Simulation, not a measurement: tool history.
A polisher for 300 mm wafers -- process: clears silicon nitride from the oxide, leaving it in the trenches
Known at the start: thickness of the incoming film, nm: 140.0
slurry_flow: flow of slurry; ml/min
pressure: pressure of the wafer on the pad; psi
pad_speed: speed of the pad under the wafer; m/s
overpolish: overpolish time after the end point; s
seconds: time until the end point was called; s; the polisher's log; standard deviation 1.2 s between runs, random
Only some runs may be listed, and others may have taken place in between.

run,day,slurry_flow,pressure,pad_speed,overpolish,seconds
1,0.000,125,3.1,1.00,10,113.770
2,0.254,125,3.4,1.02,10,105.160
3,0.367,125,3.7,1.04,10,95.869
4,0.704,125,4.0,1.06,10,86.272
5,1.038,125,4.0,1.06,8,85.798
6,1.342,125,4.2,1.06,8,82.945
7,1.538,125,4.3,1.06,8,80.025

Predict the results of run 8:
8,1.888,125,4.4,1.06,8,?

seconds: 79.670 s

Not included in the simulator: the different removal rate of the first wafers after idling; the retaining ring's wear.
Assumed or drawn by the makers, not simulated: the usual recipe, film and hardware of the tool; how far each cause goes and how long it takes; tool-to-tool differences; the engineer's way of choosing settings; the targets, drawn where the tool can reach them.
